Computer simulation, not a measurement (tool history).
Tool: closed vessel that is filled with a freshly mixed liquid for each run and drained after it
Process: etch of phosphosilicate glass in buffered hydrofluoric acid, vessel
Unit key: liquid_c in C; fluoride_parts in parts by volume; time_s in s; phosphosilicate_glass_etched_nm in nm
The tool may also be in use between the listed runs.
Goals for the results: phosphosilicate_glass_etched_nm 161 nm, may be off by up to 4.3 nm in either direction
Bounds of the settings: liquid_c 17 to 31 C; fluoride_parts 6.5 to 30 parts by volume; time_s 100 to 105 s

run	hour	liquid_c	fluoride_parts	time_s	phosphosilicate_glass_etched_nm
1	0	23	18.5	100	234.28
2	1.6	24.5	18.5	100	254.57
3	6	23.5	18.5	100	239.85
4	9.2	23.5	18.5	105	251.11
5	12.1	23	18.5	105	245.18
6	19.5	23	18.5	100	234.22
7	27.5	22.5	18.5	100	228.58
8	34.2	22	18.5	100	220
9	42.9	21.5	18.5	100	216.72
10	46.2	17.5	20.5	100	156.99

Pick the move, out of 5, that brings all results within their allowed miss; only one does.
A	49.5	17	22	100	?
B	49.5	17.5	21	100	?
C	49.5	17	20.5	105	?
D	49.5	17	22	105	?
E	49.5	18.5	23	100	?

move	phosphosilicate_glass_etched_nm
A	143.9
B	152.91
C	158.65
D	151.1
E	152.01
A: further off than the last run
B: further off than the last run
C: every result within its allowed miss
D: further off than the last run
E: further off than the last run
Move C is the one to make.
